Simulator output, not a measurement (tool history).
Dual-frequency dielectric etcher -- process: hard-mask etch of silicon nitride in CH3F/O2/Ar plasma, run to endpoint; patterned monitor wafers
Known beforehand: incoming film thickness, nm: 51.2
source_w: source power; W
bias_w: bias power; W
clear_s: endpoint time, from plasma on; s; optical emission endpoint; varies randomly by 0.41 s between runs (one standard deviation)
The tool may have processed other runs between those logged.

{"run": 1, "hour": 0.0, "source_w": 510, "bias_w": 91, "clear_s": 61.472}
{"run": 2, "hour": 5.7, "source_w": 540, "bias_w": 91, "clear_s": 61.139}
{"run": 3, "hour": 10.0, "source_w": 540, "bias_w": 83, "clear_s": 62.155}
{"run": 4, "hour": 11.7, "source_w": 620, "bias_w": 83, "clear_s": 59.316}
{"run": 5, "hour": 13.1, "source_w": 550, "bias_w": 83, "clear_s": 62.047}
{"run": 6, "hour": 21.9, "source_w": 550, "bias_w": 68, "clear_s": 64.144}
{"hour": 29.9, "done": "source power generator calibrated"}
{"run": 7, "hour": 29.9, "source_w": 600, "bias_w": 77, "clear_s": 61.378}

Expected results for the next run?
{"run": 8, "hour": 38.9, "source_w": 630, "bias_w": 84, "clear_s": "?"}

Logged for run 8: clear_s 58.631 s.

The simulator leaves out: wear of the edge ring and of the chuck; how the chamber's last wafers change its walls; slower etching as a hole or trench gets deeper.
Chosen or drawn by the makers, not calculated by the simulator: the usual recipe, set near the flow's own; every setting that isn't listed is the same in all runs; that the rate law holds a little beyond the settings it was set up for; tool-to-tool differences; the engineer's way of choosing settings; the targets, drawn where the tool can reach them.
